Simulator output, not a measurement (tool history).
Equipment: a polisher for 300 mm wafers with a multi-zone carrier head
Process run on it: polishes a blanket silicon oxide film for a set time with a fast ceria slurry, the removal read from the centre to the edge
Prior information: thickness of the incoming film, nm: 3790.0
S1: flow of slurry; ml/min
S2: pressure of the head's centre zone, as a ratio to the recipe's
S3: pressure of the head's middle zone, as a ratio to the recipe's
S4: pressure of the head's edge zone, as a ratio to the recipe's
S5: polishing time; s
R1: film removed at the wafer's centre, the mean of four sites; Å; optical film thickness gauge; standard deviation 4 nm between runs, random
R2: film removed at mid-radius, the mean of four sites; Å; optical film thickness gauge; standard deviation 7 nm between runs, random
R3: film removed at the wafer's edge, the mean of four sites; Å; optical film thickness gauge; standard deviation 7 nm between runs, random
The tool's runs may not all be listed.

Run 1, hour 0.0: S1 155 ml/min, S2 1.00, S3 1.00, S4 1.00, S5 80 s. Result: R1 5471.6 Å, R2 5269.4 Å, R3 5435.6 Å.
Run 2, hour 6.1: S1 130 ml/min, S2 1.00, S3 1.00, S4 1.00, S5 80 s. Result: R1 5268.9 Å, R2 5350.5 Å, R3 5221.6 Å.
Run 3, hour 13.0: S1 145 ml/min, S2 1.01, S3 1.04, S4 1.01, S5 80 s. Result: R1 5360.3 Å, R2 5505.6 Å, R3 5409.5 Å.
Run 4, hour 20.4: S1 120 ml/min, S2 1.01, S3 1.04, S4 1.01, S5 80 s. Result: R1 5223.3 Å, R2 5325.2 Å, R3 5311.7 Å.
Run 5, hour 27.3: S1 120 ml/min, S2 1.06, S3 1.04, S4 1.01, S5 80 s. Result: R1 5525.2 Å, R2 5252.9 Å, R3 5247.1 Å.
Run 6, hour 31.0: S1 120 ml/min, S2 1.06, S3 1.04, S4 1.09, S5 80 s. Result: R1 5419.7 Å, R2 5365.0 Å, R3 5441.2 Å.
Run 7, hour 34.9: S1 140 ml/min, S2 1.07, S3 1.07, S4 1.08, S5 80 s. Result: R1 5677.6 Å, R2 5767.3 Å, R3 5394.7 Å.

What does the tool deliver on the next run?
Run 8, hour 37.4: S1 150 ml/min, S2 1.07, S3 1.06, S4 1.10, S5 81 s. Result: R1 ?, R2 ?, R3 ?.

R1: 5923.1 Å
R2: 5786.5 Å
R3: 5647.4 Å
